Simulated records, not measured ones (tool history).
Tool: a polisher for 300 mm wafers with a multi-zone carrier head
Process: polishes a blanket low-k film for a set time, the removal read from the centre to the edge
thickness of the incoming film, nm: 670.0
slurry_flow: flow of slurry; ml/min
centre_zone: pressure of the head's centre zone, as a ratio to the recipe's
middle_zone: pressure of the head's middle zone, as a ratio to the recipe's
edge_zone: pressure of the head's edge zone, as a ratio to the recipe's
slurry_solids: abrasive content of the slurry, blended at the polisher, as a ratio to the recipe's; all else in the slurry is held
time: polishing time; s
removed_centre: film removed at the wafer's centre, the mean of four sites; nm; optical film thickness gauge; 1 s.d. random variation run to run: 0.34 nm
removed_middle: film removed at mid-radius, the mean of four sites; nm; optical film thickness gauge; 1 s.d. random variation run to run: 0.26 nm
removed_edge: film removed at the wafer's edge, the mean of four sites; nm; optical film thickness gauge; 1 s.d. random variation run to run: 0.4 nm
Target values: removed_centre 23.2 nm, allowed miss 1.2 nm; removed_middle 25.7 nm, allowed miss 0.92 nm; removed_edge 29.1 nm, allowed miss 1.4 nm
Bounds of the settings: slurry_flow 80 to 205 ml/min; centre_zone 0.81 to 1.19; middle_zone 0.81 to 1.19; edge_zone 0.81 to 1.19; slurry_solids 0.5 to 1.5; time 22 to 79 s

{"run": 1, "hour": 0.0, "slurry_flow": 135, "centre_zone": 1, "middle_zone": 1, "edge_zone": 1, "slurry_solids": 1, "time": 50, "removed_centre": 19.666, "removed_middle": 19.437, "removed_edge": 19.582}
{"run": 2, "hour": 7.6, "slurry_flow": 135, "centre_zone": 0.98, "middle_zone": 1, "edge_zone": 1.03, "slurry_solids": 1.1, "time": 51, "removed_centre": 20.56, "removed_middle": 21.097, "removed_edge": 21.245}
{"run": 3, "hour": 10.9, "slurry_flow": 120, "centre_zone": 0.98, "middle_zone": 1, "edge_zone": 1.03, "slurry_solids": 1.1, "time": 51, "removed_centre": 19.475, "removed_middle": 20.208, "removed_edge": 20.215}
{"run": 4, "hour": 15.2, "slurry_flow": 130, "centre_zone": 0.96, "middle_zone": 0.99, "edge_zone": 1.06, "slurry_solids": 1.15, "time": 51, "removed_centre": 19.875, "removed_middle": 21.155, "removed_edge": 20.746}
{"run": 5, "hour": 21.5, "slurry_flow": 125, "centre_zone": 0.95, "middle_zone": 0.96, "edge_zone": 1.07, "slurry_solids": 1.2, "time": 53, "removed_centre": 20.525, "removed_middle": 21.907, "removed_edge": 22.539}
{"run": 6, "hour": 28.0, "slurry_flow": 130, "centre_zone": 0.94, "middle_zone": 0.94, "edge_zone": 1.08, "slurry_solids": 1.25, "time": 53, "removed_centre": 20.895, "removed_middle": 22.336, "removed_edge": 23.602}
{"run": 7, "hour": 30.5, "slurry_flow": 135, "centre_zone": 0.93, "middle_zone": 0.93, "edge_zone": 1.09, "slurry_solids": 1.3, "time": 53, "removed_centre": 21.065, "removed_middle": 22.032, "removed_edge": 23.6}
{"run": 8, "hour": 31.7, "slurry_flow": 135, "centre_zone": 0.92, "middle_zone": 0.92, "edge_zone": 1.1, "slurry_solids": 1.35, "time": 54, "removed_centre": 21.463, "removed_middle": 22.661, "removed_edge": 24.538}
{"run": 9, "hour": 34.6, "slurry_flow": 135, "centre_zone": 0.91, "middle_zone": 0.92, "edge_zone": 1.11, "slurry_solids": 1.35, "time": 55, "removed_centre": 22.132, "removed_middle": 23.326, "removed_edge": 24.61}
{"run": 10, "hour": 42.7, "slurry_flow": 125, "centre_zone": 0.9, "middle_zone": 0.91, "edge_zone": 1.11, "slurry_solids": 1.35, "time": 56, "removed_centre": 21.031, "removed_middle": 22.601, "removed_edge": 25.141}

Exercise: of the 4 proposed moves below, exactly one satisfies all targets within the stated allowed misses. Which move is it?
{"run": "A", "hour": 50.8, "slurry_flow": 130, "centre_zone": 0.86, "middle_zone": 0.91, "edge_zone": 1.19, "slurry_solids": 1.5, "time": 60, "removed_centre": "?", "removed_middle": "?", "removed_edge": "?"}
{"run": "B", "hour": 50.8, "slurry_flow": 165, "centre_zone": 0.92, "middle_zone": 0.87, "edge_zone": 1.13, "slurry_solids": 1.15, "time": 66, "removed_centre": "?", "removed_middle": "?", "removed_edge": "?"}
{"run": "C", "hour": 50.8, "slurry_flow": 140, "centre_zone": 0.94, "middle_zone": 0.85, "edge_zone": 1.07, "slurry_solids": 1.35, "time": 64, "removed_centre": "?", "removed_middle": "?", "removed_edge": "?"}
{"run": "D", "hour": 50.8, "slurry_flow": 155, "centre_zone": 1.02, "middle_zone": 0.94, "edge_zone": 1.09, "slurry_solids": 1.35, "time": 55, "removed_centre": "?", "removed_middle": "?", "removed_edge": "?"}

move=A removed_centre=23.52 removed_middle=25.647 removed_edge=29.743
move=B removed_centre=26.083 removed_middle=25.649 removed_edge=29.601
move=C removed_centre=26.705 removed_middle=25.377 removed_edge=29.196
move=D removed_centre=25.345 removed_middle=23.846 removed_edge=25.601
A: all results land within tolerance of their targets
B: the furthest-off result lands on target, but another misses its tolerance
C: the furthest-off result lands on target, but another misses its tolerance
D: nearer than the last run, and not there yet
Move A is the one to make.
